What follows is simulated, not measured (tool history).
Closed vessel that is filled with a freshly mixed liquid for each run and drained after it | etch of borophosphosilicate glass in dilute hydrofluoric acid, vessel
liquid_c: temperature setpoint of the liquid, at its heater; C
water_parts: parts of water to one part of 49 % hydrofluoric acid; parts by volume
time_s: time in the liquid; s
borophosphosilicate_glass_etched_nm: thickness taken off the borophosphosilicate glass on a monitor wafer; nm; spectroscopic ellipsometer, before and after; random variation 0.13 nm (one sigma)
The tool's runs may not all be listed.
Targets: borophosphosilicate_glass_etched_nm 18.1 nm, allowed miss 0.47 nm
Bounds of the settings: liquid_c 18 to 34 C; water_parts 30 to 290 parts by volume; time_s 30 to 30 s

run,day,liquid_c,water_parts,time_s,borophosphosilicate_glass_etched_nm
1,0,26,160,30,15.357
2,0.375,24,160,30,14.315
3,0.517,24,160,30,14.353
4,0.8,24,160,30,14.293
5,0.854,26,160,30,15.107
6,1.221,28,160,30,16.331
7,1.4,29,160,30,16.961
8,1.488,29.5,160,30,17.556

5 next moves are on the table. One of them brings every result within its allowed miss. Which?
A,1.575,28.5,160,30,?
B,1.575,34,175,30,?
C,1.575,29.5,165,30,?
D,1.575,28,155,30,?
E,1.575,27,150,30,?

move,borophosphosilicate_glass_etched_nm
A,16.519
B,17.949
C,16.5
D,16.849
E,16.885
A: further off than the last run
B: meets every target
C: further off than the last run
D: further off than the last run
E: further off than the last run
Answer: B
